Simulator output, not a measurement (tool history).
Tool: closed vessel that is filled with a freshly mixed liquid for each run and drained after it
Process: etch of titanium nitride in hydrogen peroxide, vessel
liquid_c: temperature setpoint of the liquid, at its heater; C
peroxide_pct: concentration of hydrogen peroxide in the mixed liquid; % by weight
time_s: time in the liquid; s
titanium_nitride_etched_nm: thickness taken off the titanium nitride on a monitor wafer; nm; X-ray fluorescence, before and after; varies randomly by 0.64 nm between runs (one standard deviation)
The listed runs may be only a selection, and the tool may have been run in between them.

run  hour  liquid_c  peroxide_pct  time_s  titanium_nitride_etched_nm
  1     0        48            16    3035                      91.674
  2   2.6        48          14.5    3035                      89.226
  3   6.8        48            18    3035                       93.88
  4   9.5        49            18    3035                      101.17
  5  11.4        50            18    3035                      108.37
     15.5  -- peroxide flow meter replaced
  6  15.5        50            18    3035                      106.22
  7  22.8        51            18    3035                      113.26

Run 8 comes next. What will it give?
  8  30.6      51.5            18    3035                           ?

Run 8 produced titanium_nitride_etched_nm 118.83 nm.
